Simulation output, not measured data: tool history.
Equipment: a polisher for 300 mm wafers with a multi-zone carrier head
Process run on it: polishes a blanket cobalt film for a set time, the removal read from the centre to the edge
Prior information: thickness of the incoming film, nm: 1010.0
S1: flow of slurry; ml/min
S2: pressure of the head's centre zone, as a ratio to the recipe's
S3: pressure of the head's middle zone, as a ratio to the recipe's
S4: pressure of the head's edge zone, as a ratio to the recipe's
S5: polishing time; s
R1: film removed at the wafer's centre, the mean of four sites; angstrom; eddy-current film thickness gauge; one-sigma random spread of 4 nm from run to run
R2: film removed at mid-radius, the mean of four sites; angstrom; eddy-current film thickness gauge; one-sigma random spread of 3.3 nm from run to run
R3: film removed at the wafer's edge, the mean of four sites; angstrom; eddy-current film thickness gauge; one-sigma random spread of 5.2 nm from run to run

run,hour,S1,S2,S3,S4,S5,R1,R2,R3
1,0.0,260,1.00,1.00,1.00,58,3032.7,3172.4,3103.9
2,1.8,260,1.00,1.07,1.00,58,3076.8,3323.8,3034.2
3,2.4,260,1.00,1.02,1.00,58,3123.0,3243.9,3084.2
4,6.3,260,1.00,1.02,1.00,63,3441.7,3543.6,3343.1
5,9.9,260,1.00,1.02,1.00,74,3932.9,4236.6,3892.0
6,17.1,205,1.00,1.02,1.00,74,3790.6,4040.4,3782.8

Run 7 is up next; what results do you expect?
7,19.5,200,1.01,1.01,1.00,74,?,?,?

{"run 7": {"R1": 3826.8, "R2": 4021.3, "R3": 3713.4}}
